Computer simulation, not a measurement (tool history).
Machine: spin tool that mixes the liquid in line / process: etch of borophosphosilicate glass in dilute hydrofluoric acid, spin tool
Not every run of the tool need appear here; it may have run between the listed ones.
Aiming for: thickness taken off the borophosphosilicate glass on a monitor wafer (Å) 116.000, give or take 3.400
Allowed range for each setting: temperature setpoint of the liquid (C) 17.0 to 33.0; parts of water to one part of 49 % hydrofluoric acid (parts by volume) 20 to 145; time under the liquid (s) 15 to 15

run	hour	temperature setpoint of the liquid (C)	parts of water to one part of 49 % hydrofluoric acid (parts by volume)	time under the liquid (s)	thickness taken off the borophosphosilicate glass on a monitor wafer (Å)
1	0.0	25.0	80	15	97.325
2	7.2	25.5	80	15	101.330
3	9.1	26.0	80	15	102.650
4	15.0	26.0	60	15	140.650
5	22.0	26.0	45	15	189.420
6	24.1	26.0	20	15	449.100
7	28.3	25.0	25	15	338.280
8	31.1	24.0	30	15	271.640
9	36.8	23.0	35	15	220.420
10	38.3	19.0	50	15	128.110
11	41.7	18.0	50	15	124.020

Which single option among these 4 for the next run brings every result within its allowed miss of target? Just one does.
A	45.1	18.0	55	15	?
B	45.1	17.0	55	15	?
C	45.1	17.5	55	15	?
D	45.1	17.0	50	15	?

move	thickness taken off the borophosphosilicate glass on a monitor wafer (Å)
A	110.110
B	105.450
C	107.760
D	116.650
A: carries the result that was furthest off beyond its target, to the other side
B: carries the result that was furthest off beyond its target, to the other side
C: carries the result that was furthest off beyond its target, to the other side
D: hits every target within its allowed miss
So the answer is move D, the one that meets all the targets.
